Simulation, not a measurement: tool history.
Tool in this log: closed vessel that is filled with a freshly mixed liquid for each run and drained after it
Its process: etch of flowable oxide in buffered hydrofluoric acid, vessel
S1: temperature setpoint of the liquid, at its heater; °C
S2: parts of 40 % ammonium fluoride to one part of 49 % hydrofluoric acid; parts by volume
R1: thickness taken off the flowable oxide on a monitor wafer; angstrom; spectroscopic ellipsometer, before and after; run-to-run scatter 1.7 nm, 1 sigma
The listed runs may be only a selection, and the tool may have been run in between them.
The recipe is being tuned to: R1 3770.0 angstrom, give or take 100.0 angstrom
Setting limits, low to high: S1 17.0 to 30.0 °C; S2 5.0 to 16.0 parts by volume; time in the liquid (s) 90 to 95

run 1 hour=0.0 | S1=22.0 S2=9.5 time_in_the_liquid_(s)=90 | R1=5148.7
run 2 hour=2.4 | S1=21.5 S2=9.5 time_in_the_liquid_(s)=90 | R1=5054.4
run 3 hour=10.3 | S1=21.0 S2=9.5 time_in_the_liquid_(s)=90 | R1=4900.7
run 4 hour=17.8 | S1=20.5 S2=9.5 time_in_the_liquid_(s)=90 | R1=4731.9
run 5 hour=19.2 | S1=20.0 S2=9.5 time_in_the_liquid_(s)=90 | R1=4626.1
run 6 hour=22.6 | S1=19.0 S2=9.5 time_in_the_liquid_(s)=90 | R1=4392.6
run 7 hour=31.0 | S1=18.5 S2=9.5 time_in_the_liquid_(s)=90 | R1=4230.8
run 8 hour=33.4 | S1=17.5 S2=9.5 time_in_the_liquid_(s)=90 | R1=4025.1
run 9 hour=37.8 | S1=17.0 S2=9.5 time_in_the_liquid_(s)=90 | R1=3892.3

Exercise: of the 4 proposed moves below, exactly one satisfies all targets within the stated allowed misses. Which move is it?
run A hour=42.2 | S1=17.0 S2=10.0 time_in_the_liquid_(s)=95 | R1=?
run B hour=42.2 | S1=18.0 S2=10.0 time_in_the_liquid_(s)=90 | R1=?
run C hour=42.2 | S1=17.5 S2=11.0 time_in_the_liquid_(s)=95 | R1=?
run D hour=42.2 | S1=17.0 S2=9.0 time_in_the_liquid_(s)=90 | R1=?

move=A R1=3974.6
move=B R1=3986.0
move=C R1=3726.7
move=D R1=4023.9
A: misses by more than the last run did
B: misses by more than the last run did
C: every result within its allowed miss
D: misses by more than the last run did
The right move is C.

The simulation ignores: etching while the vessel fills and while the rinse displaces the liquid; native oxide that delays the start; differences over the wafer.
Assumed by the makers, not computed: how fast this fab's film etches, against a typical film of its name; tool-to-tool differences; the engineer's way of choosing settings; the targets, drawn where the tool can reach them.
